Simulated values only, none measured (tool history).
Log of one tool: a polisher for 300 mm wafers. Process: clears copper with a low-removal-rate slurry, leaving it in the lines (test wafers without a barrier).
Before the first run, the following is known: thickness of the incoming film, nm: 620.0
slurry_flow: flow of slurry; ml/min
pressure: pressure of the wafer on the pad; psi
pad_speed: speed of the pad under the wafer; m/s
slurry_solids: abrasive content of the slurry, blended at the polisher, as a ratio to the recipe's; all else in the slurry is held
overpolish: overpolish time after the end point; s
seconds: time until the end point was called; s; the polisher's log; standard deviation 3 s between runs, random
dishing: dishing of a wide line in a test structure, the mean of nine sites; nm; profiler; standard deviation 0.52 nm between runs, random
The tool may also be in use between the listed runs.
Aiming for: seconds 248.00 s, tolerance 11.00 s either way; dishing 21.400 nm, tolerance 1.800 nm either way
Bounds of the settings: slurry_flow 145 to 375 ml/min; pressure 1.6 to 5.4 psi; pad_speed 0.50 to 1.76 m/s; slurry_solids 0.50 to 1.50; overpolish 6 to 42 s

run 1 day=0.000 | slurry_flow=240 pressure=3.5 pad_speed=1.12 slurry_solids=1.00 overpolish=21 | seconds=143.43 dishing=55.903
run 2 day=0.308 | slurry_flow=240 pressure=3.8 pad_speed=1.12 slurry_solids=1.00 overpolish=21 | seconds=131.41 dishing=59.088
run 3 day=0.450 | slurry_flow=240 pressure=3.8 pad_speed=1.12 slurry_solids=0.80 overpolish=21 | seconds=138.06 dishing=54.918
run 4 day=0.642 | slurry_flow=240 pressure=3.0 pad_speed=1.12 slurry_solids=0.80 overpolish=21 | seconds=178.02 dishing=48.049
run 5 day=0.788 | slurry_flow=240 pressure=3.0 pad_speed=0.90 slurry_solids=0.80 overpolish=21 | seconds=207.65 dishing=40.635
run 6 day=0.896 | slurry_flow=240 pressure=2.4 pad_speed=0.90 slurry_solids=0.80 overpolish=21 | seconds=256.80 dishing=34.111
run 7 day=1.050 | slurry_flow=240 pressure=2.4 pad_speed=0.90 slurry_solids=0.80 overpolish=18 | seconds=254.25 dishing=30.235
run 8 day=1.154 | slurry_flow=240 pressure=2.4 pad_speed=0.90 slurry_solids=0.80 overpolish=16 | seconds=259.47 dishing=26.237
run 9 day=1.212 | slurry_flow=240 pressure=2.4 pad_speed=0.90 slurry_solids=0.80 overpolish=15 | seconds=255.17 dishing=25.128
run 10 day=1.417 | slurry_flow=240 pressure=2.4 pad_speed=0.90 slurry_solids=0.80 overpolish=14 | seconds=254.21 dishing=23.371

Of the 5 settings listed for the next run, only one would bring every result within its allowed miss of target. Which one?
run A day=1.621 | slurry_flow=215 pressure=3.4 pad_speed=0.72 slurry_solids=0.80 overpolish=11 | seconds=? dishing=?
run B day=1.621 | slurry_flow=250 pressure=1.9 pad_speed=1.26 slurry_solids=0.70 overpolish=10 | seconds=? dishing=?
run C day=1.621 | slurry_flow=210 pressure=3.6 pad_speed=0.72 slurry_solids=0.70 overpolish=10 | seconds=? dishing=?
run D day=1.621 | slurry_flow=205 pressure=3.4 pad_speed=0.62 slurry_solids=0.80 overpolish=12 | seconds=? dishing=?
run E day=1.621 | slurry_flow=280 pressure=2.2 pad_speed=1.00 slurry_solids=0.85 overpolish=10 | seconds=? dishing=?

move=A seconds=222.70 dishing=22.835
move=B seconds=251.02 dishing=18.442
move=C seconds=217.14 dishing=21.451
move=D seconds=250.24 dishing=22.227
move=E seconds=251.10 dishing=18.523
A: the worst result of the last run now meets its target, but another is out of spec
B: takes the biggest miss from the last run beyond its target
C: the worst result of the last run now meets its target, but another is out of spec
D: all results in spec
E: takes the biggest miss from the last run beyond its target
Go with D: it meets all targets.
